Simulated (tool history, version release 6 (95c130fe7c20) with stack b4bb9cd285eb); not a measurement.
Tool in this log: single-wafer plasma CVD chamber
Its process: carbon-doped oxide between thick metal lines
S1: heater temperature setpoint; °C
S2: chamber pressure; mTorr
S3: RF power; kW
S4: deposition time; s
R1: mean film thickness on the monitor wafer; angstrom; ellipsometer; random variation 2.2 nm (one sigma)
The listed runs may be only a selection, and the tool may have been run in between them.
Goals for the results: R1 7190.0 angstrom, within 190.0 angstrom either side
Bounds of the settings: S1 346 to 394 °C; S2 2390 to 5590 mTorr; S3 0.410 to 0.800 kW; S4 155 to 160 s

run 1 hour=0.0 | S1=370 S2=3990 S3=0.605 S4=155 | R1=8301.9
run 2 hour=3.6 | S1=371 S2=3910 S3=0.590 S4=155 | R1=8047.1
run 3 hour=4.7 | S1=371 S2=4560 S3=0.590 S4=155 | R1=8216.2
run 4 hour=9.8 | S1=372 S2=4520 S3=0.575 S4=155 | R1=8055.6
run 5 hour=12.6 | S1=373 S2=4480 S3=0.565 S4=155 | R1=7937.5
run 6 hour=17.6 | S1=374 S2=4440 S3=0.555 S4=155 | R1=7783.6
run 7 hour=24.9 | S1=375 S2=4390 S3=0.550 S4=155 | R1=7684.9
run 8 hour=31.6 | S1=376 S2=4350 S3=0.545 S4=155 | R1=7609.4
run 9 hour=33.2 | S1=377 S2=4310 S3=0.540 S4=155 | R1=7500.0
run 10 hour=35.0 | S1=377 S2=4310 S3=0.540 S4=155 | R1=7497.8

Exactly one of the 4 candidate moves below puts every result within its allowed miss. Which one?
run A hour=36.8 | S1=384 S2=4100 S3=0.530 S4=155 | R1=?
run B hour=36.8 | S1=361 S2=4020 S3=0.535 S4=160 | R1=?
run C hour=36.8 | S1=381 S2=4190 S3=0.495 S4=155 | R1=?
run D hour=36.8 | S1=376 S2=3760 S3=0.525 S4=160 | R1=?

move=A R1=7270.2
move=B R1=7881.5
move=C R1=6896.9
move=D R1=7458.4
A: meets every target
B: moves away from the targets compared with the last run
C: pushes the last run's worst result past its target
D: gains on the last run, yet a result remains outside its allowed miss
Move A is the one to make.
